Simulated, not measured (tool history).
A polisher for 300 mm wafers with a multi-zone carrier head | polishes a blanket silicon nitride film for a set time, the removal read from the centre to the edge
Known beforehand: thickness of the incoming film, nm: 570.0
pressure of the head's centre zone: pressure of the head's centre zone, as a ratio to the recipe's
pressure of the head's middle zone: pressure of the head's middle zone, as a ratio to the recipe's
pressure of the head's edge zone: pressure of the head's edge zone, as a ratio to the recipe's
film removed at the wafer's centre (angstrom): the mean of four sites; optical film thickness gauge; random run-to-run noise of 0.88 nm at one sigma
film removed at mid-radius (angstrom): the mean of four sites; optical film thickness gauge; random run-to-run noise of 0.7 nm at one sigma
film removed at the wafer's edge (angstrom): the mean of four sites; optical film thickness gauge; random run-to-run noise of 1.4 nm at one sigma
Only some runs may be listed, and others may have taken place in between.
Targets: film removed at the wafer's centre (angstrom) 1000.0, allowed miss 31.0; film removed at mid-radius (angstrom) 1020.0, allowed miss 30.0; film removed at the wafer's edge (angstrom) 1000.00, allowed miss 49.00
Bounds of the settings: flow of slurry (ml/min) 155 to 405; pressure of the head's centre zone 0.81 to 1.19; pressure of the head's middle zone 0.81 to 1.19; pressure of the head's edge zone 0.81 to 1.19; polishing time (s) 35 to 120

run	hour	flow of slurry (ml/min)	pressure of the head's centre zone	pressure of the head's middle zone	pressure of the head's edge zone	polishing time (s)	film removed at the wafer's centre (angstrom)	film removed at mid-radius (angstrom)	film removed at the wafer's edge (angstrom)
1	0.0	260	1.00	1.00	1.00	77	1296.0	1419.5	1390.60
2	7.7	260	1.00	0.98	0.96	72	1215.9	1308.4	1281.60
3	12.1	260	1.00	0.96	0.93	68	1146.1	1209.1	1174.20
4	18.2	260	1.04	0.96	0.93	68	1215.2	1186.7	1139.60
5	20.0	260	1.04	0.96	0.93	78	1406.7	1403.6	1315.10
6	22.7	260	1.07	0.96	0.93	78	1425.8	1383.7	1380.00
# hour 27.7: centre zone pressure recalibrated
7	27.7	250	1.03	0.92	0.92	74	1386.0	1246.8	1229.40
8	30.5	245	0.99	0.92	0.92	70	1271.5	1189.0	1197.00
9	32.3	245	0.97	0.92	0.91	67	1190.6	1149.6	1108.90
10	36.7	240	0.95	0.92	0.92	65	1120.8	1098.2	1108.10
11	42.6	235	0.93	0.92	0.90	64	1081.9	1074.7	1085.80
12	49.4	235	0.92	0.92	0.88	63	1031.5	1076.6	1036.30

Which single option among these 4 for the next run brings every result within its allowed miss of target? Just one does.
A	56.2	240	0.92	0.92	0.90	63	?	?	?
B	56.2	245	1.03	1.03	0.81	54	?	?	?
C	56.2	240	0.96	0.95	0.81	58	?	?	?
D	56.2	240	0.93	0.91	0.87	60	?	?	?

move	film removed at the wafer's centre (angstrom)	film removed at mid-radius (angstrom)	film removed at the wafer's edge (angstrom)
A	1054.4	1060.5	1060.50
B	1016.6	1001.8	867.60
C	1013.5	1002.8	930.95
D	1015.1	1000.9	994.60
A: nearer the targets than the last run, but a result is still out of spec
B: the worst result of the last run now meets its target, but another is out of spec
C: the worst result of the last run now meets its target, but another is out of spec
D: all results in spec
The right move is D.

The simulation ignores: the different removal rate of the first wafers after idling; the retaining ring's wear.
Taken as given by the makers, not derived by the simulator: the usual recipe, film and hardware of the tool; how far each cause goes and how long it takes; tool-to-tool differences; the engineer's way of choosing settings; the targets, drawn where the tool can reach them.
